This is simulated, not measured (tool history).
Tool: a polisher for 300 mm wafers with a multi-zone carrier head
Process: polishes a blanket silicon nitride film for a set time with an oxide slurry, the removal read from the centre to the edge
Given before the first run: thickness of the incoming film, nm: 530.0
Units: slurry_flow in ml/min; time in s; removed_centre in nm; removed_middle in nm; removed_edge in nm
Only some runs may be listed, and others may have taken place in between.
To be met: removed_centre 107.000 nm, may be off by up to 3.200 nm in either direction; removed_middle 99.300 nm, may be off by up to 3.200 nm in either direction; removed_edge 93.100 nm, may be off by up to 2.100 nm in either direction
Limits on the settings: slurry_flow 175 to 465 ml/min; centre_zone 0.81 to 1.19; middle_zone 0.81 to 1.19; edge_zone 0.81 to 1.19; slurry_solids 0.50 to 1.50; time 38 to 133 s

{"run": 1, "hour": 0.0, "slurry_flow": 295, "centre_zone": 1.0, "middle_zone": 1.0, "edge_zone": 1.0, "slurry_solids": 1.0, "time": 85, "removed_centre": 73.59, "removed_middle": 73.996, "removed_edge": 75.98}
{"run": 2, "hour": 6.9, "slurry_flow": 325, "centre_zone": 1.0, "middle_zone": 1.0, "edge_zone": 1.0, "slurry_solids": 1.0, "time": 85, "removed_centre": 73.782, "removed_middle": 74.709, "removed_edge": 76.051}
{"run": 3, "hour": 8.3, "slurry_flow": 325, "centre_zone": 1.0, "middle_zone": 1.0, "edge_zone": 1.0, "slurry_solids": 0.8, "time": 85, "removed_centre": 66.993, "removed_middle": 65.747, "removed_edge": 67.718}
{"run": 4, "hour": 13.5, "slurry_flow": 325, "centre_zone": 1.0, "middle_zone": 1.07, "edge_zone": 1.0, "slurry_solids": 0.8, "time": 85, "removed_centre": 67.298, "removed_middle": 69.175, "removed_edge": 67.914}
{"run": 5, "hour": 20.7, "slurry_flow": 325, "centre_zone": 1.0, "middle_zone": 1.07, "edge_zone": 1.0, "slurry_solids": 0.6, "time": 85, "removed_centre": 56.335, "removed_middle": 60.21, "removed_edge": 57.521}
{"run": 6, "hour": 27.4, "slurry_flow": 330, "centre_zone": 1.01, "middle_zone": 1.08, "edge_zone": 1.0, "slurry_solids": 0.65, "time": 85, "removed_centre": 59.838, "removed_middle": 63.153, "removed_edge": 60.505}
{"run": 7, "hour": 28.6, "slurry_flow": 340, "centre_zone": 1.03, "middle_zone": 1.09, "edge_zone": 1.0, "slurry_solids": 0.7, "time": 85, "removed_centre": 64.572, "removed_middle": 65.778, "removed_edge": 62.654}
{"run": 8, "hour": 33.2, "slurry_flow": 345, "centre_zone": 1.04, "middle_zone": 1.1, "edge_zone": 1.01, "slurry_solids": 0.75, "time": 85, "removed_centre": 67.061, "removed_middle": 68.722, "removed_edge": 64.744}
{"run": 9, "hour": 39.2, "slurry_flow": 345, "centre_zone": 1.04, "middle_zone": 1.1, "edge_zone": 1.01, "slurry_solids": 0.75, "time": 85, "removed_centre": 67.071, "removed_middle": 69.631, "removed_edge": 66.104}
{"run": 10, "hour": 46.2, "slurry_flow": 345, "centre_zone": 1.04, "middle_zone": 1.1, "edge_zone": 1.01, "slurry_solids": 0.75, "time": 85, "removed_centre": 67.77, "removed_middle": 69.794, "removed_edge": 65.78}

Consider the 5 candidate settings below. Which is the only one whose results all fall within their allowed miss of target?
{"run": "A", "hour": 53.2, "slurry_flow": 375, "centre_zone": 1.04, "middle_zone": 1.05, "edge_zone": 1.03, "slurry_solids": 1.0, "time": 117, "removed_centre": "?", "removed_middle": "?", "removed_edge": "?"}
{"run": "B", "hour": 53.2, "slurry_flow": 325, "centre_zone": 1.09, "middle_zone": 0.89, "edge_zone": 1.1, "slurry_solids": 0.65, "time": 78, "removed_centre": "?", "removed_middle": "?", "removed_edge": "?"}
{"run": "C", "hour": 53.2, "slurry_flow": 370, "centre_zone": 1.11, "middle_zone": 0.96, "edge_zone": 1.11, "slurry_solids": 0.95, "time": 110, "removed_centre": "?", "removed_middle": "?", "removed_edge": "?"}
{"run": "D", "hour": 53.2, "slurry_flow": 350, "centre_zone": 1.15, "middle_zone": 1.08, "edge_zone": 0.96, "slurry_solids": 0.95, "time": 108, "removed_centre": "?", "removed_middle": "?", "removed_edge": "?"}
{"run": "E", "hour": 53.2, "slurry_flow": 420, "centre_zone": 1.11, "middle_zone": 0.98, "edge_zone": 0.98, "slurry_solids": 0.65, "time": 127, "removed_centre": "?", "removed_middle": "?", "removed_edge": "?"}

move=A removed_centre=107.790 removed_middle=105.660 removed_edge=106.390
move=B removed_centre=59.013 removed_middle=48.322 removed_edge=57.708
move=C removed_centre=104.820 removed_middle=89.760 removed_edge=100.680
move=D removed_centre=105.890 removed_middle=96.933 removed_edge=92.840
move=E removed_centre=99.952 removed_middle=87.009 removed_edge=91.035
A: takes the result that was furthest off past its target
B: lands further from the targets than the last run did
C: takes the result that was furthest off past its target
D: each result inside its tolerance
E: the furthest-off result lands on target, but another misses its tolerance
D meets every target.
